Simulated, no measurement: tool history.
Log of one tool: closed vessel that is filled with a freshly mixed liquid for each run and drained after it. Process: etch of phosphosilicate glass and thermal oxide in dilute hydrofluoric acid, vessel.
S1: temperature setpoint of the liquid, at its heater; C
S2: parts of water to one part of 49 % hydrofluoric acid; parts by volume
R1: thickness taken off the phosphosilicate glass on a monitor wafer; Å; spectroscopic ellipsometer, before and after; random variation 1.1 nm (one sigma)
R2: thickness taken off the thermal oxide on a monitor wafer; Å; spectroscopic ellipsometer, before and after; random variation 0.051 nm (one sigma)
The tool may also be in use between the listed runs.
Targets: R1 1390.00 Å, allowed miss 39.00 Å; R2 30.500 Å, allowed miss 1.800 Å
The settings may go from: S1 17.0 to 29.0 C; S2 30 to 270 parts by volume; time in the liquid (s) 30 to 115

run 1 hour=0.0 | S1=21.0 S2=150 time_in_the_liquid_(s)=60 | R1=675.97 R2=14.508
run 2 hour=8.1 | S1=19.5 S2=150 time_in_the_liquid_(s)=60 | R1=633.44 R2=13.895
run 3 hour=10.2 | S1=19.5 S2=180 time_in_the_liquid_(s)=60 | R1=508.49 R2=11.466
run 4 hour=17.4 | S1=21.0 S2=155 time_in_the_liquid_(s)=60 | R1=642.40 R2=14.239
run 5 hour=19.1 | S1=21.0 S2=155 time_in_the_liquid_(s)=75 | R1=820.88 R2=17.860
run 6 hour=25.8 | S1=18.0 S2=155 time_in_the_liquid_(s)=75 | R1=715.60 R2=15.508
run 7 hour=28.0 | S1=21.0 S2=150 time_in_the_liquid_(s)=75 | R1=839.66 R2=18.779
run 8 hour=33.0 | S1=23.0 S2=140 time_in_the_liquid_(s)=75 | R1=980.66 R2=21.196
run 9 hour=41.7 | S1=24.5 S2=135 time_in_the_liquid_(s)=75 | R1=1081.60 R2=23.501
run 10 hour=49.1 | S1=25.5 S2=130 time_in_the_liquid_(s)=75 | R1=1165.90 R2=26.762
run 11 hour=49.6 | S1=25.5 S2=125 time_in_the_liquid_(s)=75 | R1=1241.80 R2=27.004
run 12 hour=53.3 | S1=26.0 S2=125 time_in_the_liquid_(s)=75 | R1=1258.00 R2=27.591

Which of these 5 next moves meets every target?
run A hour=57.0 | S1=25.5 S2=145 time_in_the_liquid_(s)=95 | R1=? R2=?
run B hour=57.0 | S1=25.5 S2=105 time_in_the_liquid_(s)=65 | R1=? R2=?
run C hour=57.0 | S1=22.5 S2=120 time_in_the_liquid_(s)=90 | R1=? R2=?
run D hour=57.0 | S1=26.0 S2=80 time_in_the_liquid_(s)=40 | R1=? R2=?
run E hour=57.0 | S1=24.0 S2=95 time_in_the_liquid_(s)=55 | R1=? R2=?

move=A R1=1325.10 R2=29.146
move=B R1=1314.90 R2=28.923
move=C R1=1390.70 R2=30.590
move=D R1=1118.70 R2=24.607
move=E R1=1173.90 R2=25.820
A: nearer than the last run, and not there yet
B: nearer than the last run, and not there yet
C: meets every target
D: further off than the last run
E: further off than the last run
The right move is C.

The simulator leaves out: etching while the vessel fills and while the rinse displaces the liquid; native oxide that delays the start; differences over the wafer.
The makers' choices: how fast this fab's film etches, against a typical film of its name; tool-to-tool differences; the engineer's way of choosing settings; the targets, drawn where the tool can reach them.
